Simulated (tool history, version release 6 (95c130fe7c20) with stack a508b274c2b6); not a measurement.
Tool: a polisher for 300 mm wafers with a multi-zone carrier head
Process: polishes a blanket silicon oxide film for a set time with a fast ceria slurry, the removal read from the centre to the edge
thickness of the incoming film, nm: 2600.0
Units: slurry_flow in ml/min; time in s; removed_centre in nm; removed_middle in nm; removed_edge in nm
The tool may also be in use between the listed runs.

run	hour	slurry_flow	centre_zone	middle_zone	edge_zone	time	removed_centre	removed_middle	removed_edge
1	0	130	1	1	1	45	740.31	750.22	743.31
2	1.5	130	1	1.04	1	45	746.39	781.5	759.73
3	10.2	130	1	1.04	1	55	911.22	950.69	903.56
4	17.7	130	1	1.04	1	64	1055.7	1122.4	1097.1
5	18.6	130	0.91	1.04	1	64	969.67	1141	1047.1
6	26.3	130	0.91	1.04	0.92	64	961.05	1112.7	1013.6
7	30.3	120	0.92	0.98	0.9	56	830.13	881.96	881.65
8	38	120	0.92	0.98	0.9	56	836.8	911.97	898.57
9	46.5	125	0.94	0.95	0.89	48	730.24	752.76	736.94

The next listed run, before its measurement:
10	47.5	120	0.95	0.91	0.89	44	?	?	?

{"run 10": {"removed_centre": 672.54, "removed_middle": 658.93, "removed_edge": 668.83}}

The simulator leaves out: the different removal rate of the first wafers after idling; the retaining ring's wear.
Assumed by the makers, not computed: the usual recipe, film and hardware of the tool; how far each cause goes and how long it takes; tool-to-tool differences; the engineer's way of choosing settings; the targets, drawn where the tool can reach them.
